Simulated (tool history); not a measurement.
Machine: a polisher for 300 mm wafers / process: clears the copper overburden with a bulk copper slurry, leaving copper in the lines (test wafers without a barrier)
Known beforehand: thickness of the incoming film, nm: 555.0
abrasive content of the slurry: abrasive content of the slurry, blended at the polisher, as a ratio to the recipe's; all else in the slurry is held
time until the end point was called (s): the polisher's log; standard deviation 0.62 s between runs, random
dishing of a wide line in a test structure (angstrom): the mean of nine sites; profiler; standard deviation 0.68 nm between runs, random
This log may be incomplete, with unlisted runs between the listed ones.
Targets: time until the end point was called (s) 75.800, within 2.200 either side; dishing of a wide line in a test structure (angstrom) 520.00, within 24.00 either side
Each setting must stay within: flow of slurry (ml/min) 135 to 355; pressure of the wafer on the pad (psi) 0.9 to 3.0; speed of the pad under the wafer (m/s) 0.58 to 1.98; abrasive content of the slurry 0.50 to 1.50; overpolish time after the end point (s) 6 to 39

run  hour  flow of slurry (ml/min)  pressure of the wafer on the pad (psi)  speed of the pad under the wafer (m/s)  abrasive content of the slurry  overpolish time after the end point (s)  time until the end point was called (s)  dishing of a wide line in a test structure (angstrom)
  1   0.0                      225                                     1.9                                    1.28                            1.00                                       20                                   76.334                                                 647.81
  2   9.0                      225                                     1.9                                    1.28                            1.00                                       19                                   75.918                                                 620.16
  3  17.9                      225                                     1.9                                    1.28                            0.90                                       19                                   78.040                                                 607.77
  4  22.1                      225                                     1.9                                    1.28                            0.90                                       18                                   79.276                                                 592.04
  5  29.8                      230                                     1.9                                    1.28                            0.90                                       17                                   77.710                                                 565.58
  6  32.5                      230                                     1.9                                    1.54                            0.90                                       17                                   64.561                                                 642.56
  7  40.4                      220                                     1.5                                    1.54                            0.90                                       14                                   80.390                                                 485.50
  8  48.2                      225                                     1.5                                    1.54                            0.90                                       14                                   79.735                                                 475.47
  9  53.8                      230                                     1.5                                    1.54                            0.90                                       14                                   80.106                                                 473.94

Of the 4 settings listed for the next run, only one would bring every result within its allowed miss of target. Which one?
  A  59.4                      245                                     1.5                                    1.44                            0.90                                       18                                        ?                                                      ?
  B  59.4                      255                                     1.5                                    1.40                            0.95                                       13                                        ?                                                      ?
  C  59.4                      210                                     1.7                                    1.52                            0.95                                       12                                        ?                                                      ?
  D  59.4                      240                                     1.6                                    1.58                            0.80                                       15                                        ?                                                      ?

move  time until the end point was called (s)  dishing of a wide line in a test structure (angstrom)
   A                                   84.348                                                 548.68
   B                                   85.286                                                 433.06
   C                                   72.520                                                 465.74
   D                                   75.020                                                 529.37
A: its largest miss is bigger than the last run's
B: its largest miss is bigger than the last run's
C: moves the result that the last run missed by most past its target, out the other side
D: in spec on every target
Go with D: it meets all targets.

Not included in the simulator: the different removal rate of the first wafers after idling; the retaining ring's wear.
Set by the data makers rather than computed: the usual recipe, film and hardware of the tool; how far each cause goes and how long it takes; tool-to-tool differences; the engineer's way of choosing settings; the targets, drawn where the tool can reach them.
